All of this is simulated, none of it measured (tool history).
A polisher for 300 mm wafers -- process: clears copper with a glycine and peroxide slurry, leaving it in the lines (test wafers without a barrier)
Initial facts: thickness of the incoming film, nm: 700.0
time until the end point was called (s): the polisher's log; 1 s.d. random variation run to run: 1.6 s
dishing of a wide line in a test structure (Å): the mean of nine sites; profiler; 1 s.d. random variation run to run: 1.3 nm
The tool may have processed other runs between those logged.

run	day	flow of slurry (ml/min)	pressure of the wafer on the pad (psi)	speed of the pad under the wafer (cm/s)	overpolish time after the end point (s)	time until the end point was called (s)	dishing of a wide line in a test structure (Å)
1	0.000	175	2.9	128	23	101.110	922.72
2	0.242	175	2.3	128	23	123.030	823.62
3	0.267	175	2.7	128	23	106.330	885.41
4	0.438	210	2.7	128	23	107.490	897.45
5	0.708	210	2.7	128	32	100.460	1077.20
6	0.825	210	2.7	128	33	101.780	1124.50
7	1.092	210	2.8	128	33	100.180	1104.90

The next listed run, before its measurement:
8	1.225	210	2.9	128	34	?	?

{"run 8": {"time until the end point was called (s)": 98.266, "dishing of a wide line in a test structure (Å)": 1179.3}}

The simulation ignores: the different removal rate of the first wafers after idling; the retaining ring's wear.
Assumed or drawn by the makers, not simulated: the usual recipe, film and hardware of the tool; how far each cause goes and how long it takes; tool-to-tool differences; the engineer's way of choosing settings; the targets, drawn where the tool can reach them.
